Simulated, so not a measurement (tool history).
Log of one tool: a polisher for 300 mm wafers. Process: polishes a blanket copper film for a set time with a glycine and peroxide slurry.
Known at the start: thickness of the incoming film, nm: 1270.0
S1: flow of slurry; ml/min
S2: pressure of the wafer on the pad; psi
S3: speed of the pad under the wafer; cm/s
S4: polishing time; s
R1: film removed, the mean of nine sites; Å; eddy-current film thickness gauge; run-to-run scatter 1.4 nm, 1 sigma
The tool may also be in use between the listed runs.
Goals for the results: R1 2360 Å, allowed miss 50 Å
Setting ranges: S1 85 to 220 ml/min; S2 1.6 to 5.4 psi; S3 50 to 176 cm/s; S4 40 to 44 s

run  hour   S1   S2   S3  S4      R1
  1     0  140  3.5  112  44  3602.3
  2   5.8  140  3.5  112  40  3265.9
  3   8.7  140  3.5  134  40    3668
  4  13.4  140  3.5  110  40  3194.7
  5  18.6  140  2.8  110  40  2631.9
  6  24.6  135  2.8  110  40  2620.4
  7  27.3  135  2.8  110  40    2621
  8  31.9  130  2.8  110  40  2613.6
  9  33.5  125  2.8  110  40    2590
 10  35.1  120  2.8  110  40  2585.4

4 candidate next runs follow, results not yet known. Just one meets every target within its allowed miss. Identify it.
  A  36.7  115    2  136  44   ?
  B  36.7  115    3   88  42   ?
  C  36.7  120  2.7  104  42   ?
  D  36.7  120  2.7  102  40   ?

move      R1
   A  2451.6
   B  2477.9
   C  2542.4
   D  2391.9
A: closer than the last run, but not yet in spec
B: closer than the last run, but not yet in spec
C: closer than the last run, but not yet in spec
D: all results land within tolerance of their targets
The right move is D.

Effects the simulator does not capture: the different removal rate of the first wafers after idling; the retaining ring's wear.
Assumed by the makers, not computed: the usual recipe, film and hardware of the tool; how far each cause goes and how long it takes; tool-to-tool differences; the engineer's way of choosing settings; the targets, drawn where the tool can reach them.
